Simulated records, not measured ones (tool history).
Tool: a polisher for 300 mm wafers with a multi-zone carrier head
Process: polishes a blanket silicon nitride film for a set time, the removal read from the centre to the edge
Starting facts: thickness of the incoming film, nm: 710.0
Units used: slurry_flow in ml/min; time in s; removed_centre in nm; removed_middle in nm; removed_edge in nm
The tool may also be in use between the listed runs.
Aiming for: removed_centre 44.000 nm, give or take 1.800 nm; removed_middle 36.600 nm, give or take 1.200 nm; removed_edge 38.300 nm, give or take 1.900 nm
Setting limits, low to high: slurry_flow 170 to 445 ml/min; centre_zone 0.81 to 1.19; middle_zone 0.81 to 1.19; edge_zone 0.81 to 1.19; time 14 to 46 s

run	hour	slurry_flow	centre_zone	middle_zone	edge_zone	time	removed_centre	removed_middle	removed_edge
1	0.0	285	1.00	1.00	1.00	30	41.776	42.705	41.863
2	0.7	285	1.01	0.98	0.99	30	42.592	41.834	41.455
3	6.0	315	1.01	0.98	0.99	30	43.555	42.570	43.389
4	11.7	315	1.01	0.98	0.95	30	42.778	41.925	42.167
5	13.4	305	1.02	0.97	0.94	30	43.013	41.449	41.908
6	19.0	295	1.03	0.96	0.93	30	44.466	41.187	41.080
7	23.8	275	1.03	0.86	0.90	29	41.809	36.183	39.627
8	29.8	275	1.04	0.86	0.90	29	41.610	36.113	39.827

Next run, 5 choices. One meets every target within its allowed miss, the rest don't. Which?
A	35.8	325	1.09	0.86	0.82	29	?	?	?
B	35.8	235	1.03	0.84	0.94	29	?	?	?
C	35.8	310	0.87	0.83	1.02	30	?	?	?
D	35.8	310	0.96	0.82	0.87	30	?	?	?
E	35.8	365	1.03	0.89	0.85	27	?	?	?

move	removed_centre	removed_middle	removed_edge
A	44.242	36.727	38.276
B	40.394	34.949	39.305
C	36.297	36.790	42.821
D	40.083	36.416	40.334
E	39.312	35.509	36.331
A: all results land within tolerance of their targets
B: further off than the last run
C: further off than the last run
D: further off than the last run
E: further off than the last run
Correct choice: A, which meets every target
